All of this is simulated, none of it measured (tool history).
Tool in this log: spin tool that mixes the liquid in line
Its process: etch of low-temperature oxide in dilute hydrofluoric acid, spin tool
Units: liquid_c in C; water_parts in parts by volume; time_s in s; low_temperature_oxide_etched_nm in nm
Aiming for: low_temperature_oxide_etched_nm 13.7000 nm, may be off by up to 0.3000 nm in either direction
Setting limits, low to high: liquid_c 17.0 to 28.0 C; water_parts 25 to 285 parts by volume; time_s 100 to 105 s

run	hour	liquid_c	water_parts	time_s	low_temperature_oxide_etched_nm
1	0.0	20.0	155	100	7.4275
2	6.4	22.0	145	100	8.7219
3	8.4	22.0	125	100	10.3950
4	14.8	23.5	125	100	10.9630
5	18.4	24.5	125	100	11.4800
6	24.3	24.5	175	100	7.7278
7	28.0	25.5	160	100	8.9607
8	35.7	26.0	150	100	9.9136
9	44.1	26.5	145	100	10.4040
10	52.9	27.0	140	100	11.0280
11	54.8	27.0	140	100	10.9980
12	58.2	27.0	135	100	11.6390
13	65.3	27.0	130	100	12.0260
14	73.4	27.0	125	100	12.5640

Which of these 4 next moves meets every target?
A	81.5	26.5	125	105	?
B	81.5	28.0	140	100	?
C	81.5	28.0	125	100	?
D	81.5	28.0	125	105	?

move	low_temperature_oxide_etched_nm
A	13.1560
B	11.5970
C	13.2490
D	13.9110
A: an improvement on the last run, though not all results are within tolerance
B: its largest miss is bigger than the last run's
C: an improvement on the last run, though not all results are within tolerance
D: meets every target
So the answer is move D, the one that meets all the targets.
